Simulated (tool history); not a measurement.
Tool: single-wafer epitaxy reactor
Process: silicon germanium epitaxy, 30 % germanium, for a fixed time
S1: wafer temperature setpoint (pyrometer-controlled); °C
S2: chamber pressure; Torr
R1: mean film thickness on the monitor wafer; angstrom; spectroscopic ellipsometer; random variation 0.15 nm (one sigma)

| run | hour | S1 | S2 | R1 |
|---|---|---|---|---|
| 1 | 0 | 620 | 26.4 | 908.68 |
| 2 | 6.6 | 618 | 26.4 | 875.66 |
| 3 | 15.6 | 614 | 26.4 | 809.35 |
| 4 | 21.2 | 613 | 26.4 | 789.03 |
| 5 | 22.5 | 606 | 26.4 | 685.76 |
| 6 | 25 | 601 | 26.4 | 619.31 |
| 7 | 30.2 | 602 | 26.4 | 630.95 |

Forecast run 8:
| 8 | 38.7 | 603 | 26.4 | ? |

R1: 644.57 angstrom

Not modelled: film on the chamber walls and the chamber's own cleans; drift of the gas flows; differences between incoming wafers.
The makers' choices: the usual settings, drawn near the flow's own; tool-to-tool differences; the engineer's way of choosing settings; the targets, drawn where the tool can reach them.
